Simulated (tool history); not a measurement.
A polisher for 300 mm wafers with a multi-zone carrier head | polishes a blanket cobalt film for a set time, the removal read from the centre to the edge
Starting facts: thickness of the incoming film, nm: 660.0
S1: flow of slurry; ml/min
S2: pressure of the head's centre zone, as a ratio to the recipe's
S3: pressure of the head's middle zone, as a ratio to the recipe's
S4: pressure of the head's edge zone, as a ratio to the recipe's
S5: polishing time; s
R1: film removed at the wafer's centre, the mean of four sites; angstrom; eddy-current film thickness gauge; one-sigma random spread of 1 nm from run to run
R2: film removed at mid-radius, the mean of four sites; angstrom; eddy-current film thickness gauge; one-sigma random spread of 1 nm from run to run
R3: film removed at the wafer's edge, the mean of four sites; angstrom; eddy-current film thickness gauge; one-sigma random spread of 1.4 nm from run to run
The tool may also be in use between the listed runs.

Run 1, day 0: S1 215 ml/min, S2 1, S3 1, S4 1, S5 54 s. Result: R1 1743.5 angstrom, R2 1739.9 angstrom, R3 1722.9 angstrom.
Run 2, day 0.121: S1 165 ml/min, S2 1, S3 1, S4 1, S5 54 s. Result: R1 1690.2 angstrom, R2 1697.3 angstrom, R3 1672.6 angstrom.
Run 3, day 0.483: S1 215 ml/min, S2 1, S3 1, S4 1, S5 54 s. Result: R1 1745.9 angstrom, R2 1727.4 angstrom, R3 1723.6 angstrom.
Run 4, day 0.729: S1 210 ml/min, S2 0.98, S3 1, S4 0.98, S5 54 s. Result: R1 1697.6 angstrom, R2 1734.3 angstrom, R3 1732.1 angstrom.
Run 5, day 0.788: S1 210 ml/min, S2 1.04, S3 1, S4 0.98, S5 54 s. Result: R1 1795.4 angstrom, R2 1730.5 angstrom, R3 1691.4 angstrom.
Run 6, day 1.112: S1 210 ml/min, S2 1.04, S3 1.05, S4 0.98, S5 54 s. Result: R1 1820.1 angstrom, R2 1787 angstrom, R3 1685.3 angstrom.
Run 7, day 1.142: S1 205 ml/min, S2 1.02, S3 1.05, S4 0.97, S5 53 s. Result: R1 1724.8 angstrom, R2 1748.1 angstrom, R3 1673.6 angstrom.
Run 8, day 1.304: S1 200 ml/min, S2 1.01, S3 1.07, S4 0.96, S5 52 s. Result: R1 1661.6 angstrom, R2 1754.5 angstrom, R3 1615.6 angstrom.

What does the tool deliver on the next run?
Run 9, day 1.621: S1 195 ml/min, S2 1, S3 1.07, S4 0.95, S5 52 s. Result: R1 ?, R2 ?, R3 ?.

Run 9 measured R1 1674.6 angstrom, R2 1732.4 angstrom, R3 1611.7 angstrom.

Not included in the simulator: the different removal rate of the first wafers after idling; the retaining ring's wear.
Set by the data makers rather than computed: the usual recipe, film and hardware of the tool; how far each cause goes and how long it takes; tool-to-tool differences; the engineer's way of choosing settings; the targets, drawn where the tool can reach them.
